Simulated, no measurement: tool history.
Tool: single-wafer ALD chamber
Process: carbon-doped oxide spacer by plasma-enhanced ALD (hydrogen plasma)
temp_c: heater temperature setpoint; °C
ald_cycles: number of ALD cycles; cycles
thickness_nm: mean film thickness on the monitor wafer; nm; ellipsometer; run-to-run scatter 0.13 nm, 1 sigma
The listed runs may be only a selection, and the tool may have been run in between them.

| run | hour | temp_c | ald_cycles | thickness_nm |
|---|---|---|---|---|
| 1 | 0 | 425 | 558 | 29.774 |
| 2 | 6.3 | 433 | 558 | 28.904 |
| 3 | 15.3 | 427 | 558 | 29.41 |
| 4 | 20.8 | 431 | 558 | 28.879 |
| 5 | 24.8 | 424 | 585 | 31.025 |
| 6 | 32.4 | 420 | 612 | 32.787 |

Run 7, settings as shown, results not yet in. Your forecast:
| 7 | 34.4 | 417 | 632 | ? |

{"run 7": {"thickness_nm": 34.218}}
